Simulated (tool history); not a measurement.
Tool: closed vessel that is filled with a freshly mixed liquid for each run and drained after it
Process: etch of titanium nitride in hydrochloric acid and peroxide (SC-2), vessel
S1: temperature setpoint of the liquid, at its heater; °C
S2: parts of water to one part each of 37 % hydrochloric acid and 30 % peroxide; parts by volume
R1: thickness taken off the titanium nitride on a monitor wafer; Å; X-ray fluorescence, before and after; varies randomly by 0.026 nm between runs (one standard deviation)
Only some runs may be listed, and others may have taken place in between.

run 1 hour=0.0 | S1=52.0 S2=9.5 time_in_the_liquid_(s)=200 | R1=40.933
run 2 hour=1.0 | S1=52.0 S2=9.5 time_in_the_liquid_(s)=200 | R1=41.069
run 3 hour=1.9 | S1=49.0 S2=9.5 time_in_the_liquid_(s)=200 | R1=34.124
run 4 hour=6.0 | S1=49.0 S2=9.5 time_in_the_liquid_(s)=115 | R1=19.409
run 5 hour=13.0 | S1=49.5 S2=9.5 time_in_the_liquid_(s)=115 | R1=20.300
run 6 hour=19.9 | S1=45.0 S2=9.5 time_in_the_liquid_(s)=115 | R1=14.858
run 7 hour=22.1 | S1=46.5 S2=9.5 time_in_the_liquid_(s)=115 | R1=16.414
run 8 hour=30.1 | S1=47.5 S2=9.5 time_in_the_liquid_(s)=115 | R1=17.589
run 9 hour=36.7 | S1=48.5 S2=9.5 time_in_the_liquid_(s)=115 | R1=18.834
run 10 hour=37.9 | S1=49.5 S2=9.5 time_in_the_liquid_(s)=115 | R1=20.250
run 11 hour=43.2 | S1=50.5 S2=9.5 time_in_the_liquid_(s)=115 | R1=21.181
run 12 hour=44.5 | S1=51.5 S2=9.5 time_in_the_liquid_(s)=115 | R1=22.922

Expected results for the next run?
run 13 hour=52.9 | S1=51.5 S2=9.5 time_in_the_liquid_(s)=115 | R1=?

R1: 22.941 Å

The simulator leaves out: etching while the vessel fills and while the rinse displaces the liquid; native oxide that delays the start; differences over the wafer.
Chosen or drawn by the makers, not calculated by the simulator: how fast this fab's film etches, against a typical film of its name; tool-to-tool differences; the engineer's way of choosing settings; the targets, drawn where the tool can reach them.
